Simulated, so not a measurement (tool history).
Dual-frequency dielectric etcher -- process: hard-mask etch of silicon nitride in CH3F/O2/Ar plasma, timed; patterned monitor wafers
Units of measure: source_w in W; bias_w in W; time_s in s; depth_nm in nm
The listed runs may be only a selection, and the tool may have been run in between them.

run	hour	source_w	bias_w	time_s	depth_nm
1	0.0	510	55	143.0	104.70
2	6.4	510	55	129.5	94.50
3	15.2	510	55	143.0	104.22
4	20.4	510	62	143.0	110.61
5	25.2	510	62	143.0	110.55
6	31.5	430	62	143.0	100.93
7	37.3	460	62	143.0	104.70

Forecast run 8:
8	43.5	490	62	143.0	?

depth_nm: 108.20 nm

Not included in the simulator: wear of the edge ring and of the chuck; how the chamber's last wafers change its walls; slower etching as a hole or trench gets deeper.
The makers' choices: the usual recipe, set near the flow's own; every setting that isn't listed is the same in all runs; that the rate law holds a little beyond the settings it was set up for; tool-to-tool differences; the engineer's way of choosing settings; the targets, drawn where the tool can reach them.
